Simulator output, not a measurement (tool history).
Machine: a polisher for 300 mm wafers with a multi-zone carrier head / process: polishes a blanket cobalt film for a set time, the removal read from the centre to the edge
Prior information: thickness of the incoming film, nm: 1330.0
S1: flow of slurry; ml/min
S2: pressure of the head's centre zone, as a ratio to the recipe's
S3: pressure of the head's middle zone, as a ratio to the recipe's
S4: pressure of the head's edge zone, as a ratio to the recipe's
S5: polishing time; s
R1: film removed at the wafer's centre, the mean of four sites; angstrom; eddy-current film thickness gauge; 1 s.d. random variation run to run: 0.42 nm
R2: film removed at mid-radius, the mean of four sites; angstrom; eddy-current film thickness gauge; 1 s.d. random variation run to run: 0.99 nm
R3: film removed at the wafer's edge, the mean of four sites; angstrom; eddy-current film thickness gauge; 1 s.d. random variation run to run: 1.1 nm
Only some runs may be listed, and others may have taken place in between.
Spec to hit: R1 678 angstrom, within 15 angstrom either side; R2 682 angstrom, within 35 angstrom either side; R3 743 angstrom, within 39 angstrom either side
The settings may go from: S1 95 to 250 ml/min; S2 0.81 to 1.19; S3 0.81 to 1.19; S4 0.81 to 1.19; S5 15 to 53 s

run 1 day=0 | S1=160 S2=1 S3=1 S4=1 S5=34 | R1=973.71 R2=980.85 R3=943.49
run 2 day=0.117 | S1=180 S2=1 S3=1 S4=1 S5=34 | R1=1001.1 R2=1013.6 R3=956.15
run 3 day=0.258 | S1=180 S2=1 S3=1 S4=1.06 S5=34 | R1=1002.9 R2=1003.6 R3=1007.1
run 4 day=0.412 | S1=160 S2=0.96 S3=0.95 S4=1.02 S5=32 | R1=883.2 R2=868.21 R3=921.71
run 5 day=0.492 | S1=150 S2=0.93 S3=0.93 S4=0.97 S5=31 | R1=816.6 R2=804.34 R3=857.99
run 6 day=0.617 | S1=165 S2=0.93 S3=0.93 S4=0.97 S5=31 | R1=839.23 R2=830.52 R3=867.36
run 7 day=0.875 | S1=150 S2=0.9 S3=0.91 S4=0.93 S5=30 | R1=773.94 R2=787.4 R3=780.04
run 8 day=1.133 | S1=135 S2=0.88 S3=0.89 S4=0.93 S5=30 | R1=736.34 R2=771.63 R3=785.17
run 9 day=1.475 | S1=130 S2=0.88 S3=0.87 S4=0.93 S5=30 | R1=728.78 R2=730.04 R3=768.51
run 10 day=1.808 | S1=100 S2=0.84 S3=0.85 S4=0.93 S5=30 | R1=631.51 R2=652.96 R3=744.33
run 11 day=1.867 | S1=105 S2=0.84 S3=0.84 S4=0.92 S5=30 | R1=638.29 R2=684.24 R3=739.43

Pick the move, out of 5, that brings all results within their allowed miss; only one does.
run A day=1.925 | S1=135 S2=0.91 S3=0.82 S4=0.84 S5=28 | R1=? R2=? R3=?
run B day=1.925 | S1=120 S2=0.84 S3=0.84 S4=0.97 S5=29 | R1=? R2=? R3=?
run C day=1.925 | S1=135 S2=0.81 S3=0.89 S4=0.81 S5=28 | R1=? R2=? R3=?
run D day=1.925 | S1=140 S2=0.84 S3=0.81 S4=0.86 S5=29 | R1=? R2=? R3=?
run E day=1.925 | S1=125 S2=0.82 S3=0.86 S4=0.85 S5=29 | R1=? R2=? R3=?

move=A R1=705.17 R2=638.23 R3=685.91
move=B R1=654.19 R2=653.02 R3=742.78
move=C R1=632.15 R2=679.26 R3=674.46
move=D R1=683.78 R2=660.84 R3=722.38
move=E R1=647.72 R2=672.25 R3=704.14
A: takes the biggest miss from the last run beyond its target
B: better than the last run, though not everything is in spec
C: further off than the last run
D: each result inside its tolerance
E: better than the last run, though not everything is in spec
Answer: D

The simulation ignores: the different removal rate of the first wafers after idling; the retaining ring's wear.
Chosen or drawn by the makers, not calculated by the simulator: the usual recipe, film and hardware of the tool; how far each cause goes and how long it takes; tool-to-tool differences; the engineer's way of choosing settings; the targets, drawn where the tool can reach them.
